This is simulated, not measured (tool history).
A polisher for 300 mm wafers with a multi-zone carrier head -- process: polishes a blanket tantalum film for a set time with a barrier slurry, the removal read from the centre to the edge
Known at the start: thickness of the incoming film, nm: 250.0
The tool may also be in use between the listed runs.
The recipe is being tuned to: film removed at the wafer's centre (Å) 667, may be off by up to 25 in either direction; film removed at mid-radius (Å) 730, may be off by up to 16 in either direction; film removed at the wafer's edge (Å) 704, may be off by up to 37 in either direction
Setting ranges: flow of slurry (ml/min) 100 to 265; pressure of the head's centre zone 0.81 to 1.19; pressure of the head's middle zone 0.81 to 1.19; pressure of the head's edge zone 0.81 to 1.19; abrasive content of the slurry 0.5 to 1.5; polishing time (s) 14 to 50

run,hour,flow of slurry (ml/min),pressure of the head's centre zone,pressure of the head's middle zone,pressure of the head's edge zone,abrasive content of the slurry,polishing time (s),film removed at the wafer's centre (Å),film removed at mid-radius (Å),film removed at the wafer's edge (Å)
1,0,170,1,1,1,1,32,506.27,503.95,501.97
2,4.3,170,1,0.97,1,1,32,506.69,491.05,497.52
3,7.5,180,1.01,1.01,1.04,1.1,32,531.73,522.16,513.7
4,11.8,180,1.01,1.01,1.04,1.1,39,649.79,647.45,630.35
5,14.4,190,0.99,1.02,1.06,1.15,39,644.9,655.48,659.29
6,22.8,190,0.92,1.02,1.06,1.15,39,596.19,657.93,650.08
7,30.8,200,0.93,1.03,1.07,1.2,39,618.48,677.43,664.41
8,31.4,210,0.93,1.04,1.08,1.2,39,616.02,685.18,676.22
9,39,215,0.94,1.05,1.08,1.2,39,629.42,690.84,677.06
10,44.1,220,0.95,1.06,1.08,1.2,39,641.9,694.53,665.72
11,51.7,220,0.95,1.07,1.09,1.25,39,658.77,707.9,696.88

Exactly one of the 4 candidate moves below puts every result within its allowed miss. Which one?
A,59.3,255,0.94,0.98,1.08,1.2,41,?,?,?
B,59.3,220,1.01,1.16,1.19,1.5,36,?,?,?
C,59.3,220,0.96,0.98,1.18,1.5,39,?,?,?
D,59.3,210,0.99,1.03,1.08,1.35,38,?,?,?

move,film removed at the wafer's centre (Å),film removed at mid-radius (Å),film removed at the wafer's edge (Å)
A,686.82,697.52,713.73
B,666.92,727.83,679.76
C,685.71,683.1,734.93
D,669.71,674.9,665.97
A: its largest miss is bigger than the last run's
B: meets every target
C: its largest miss is bigger than the last run's
D: its largest miss is bigger than the last run's
Go with B: it meets all targets.
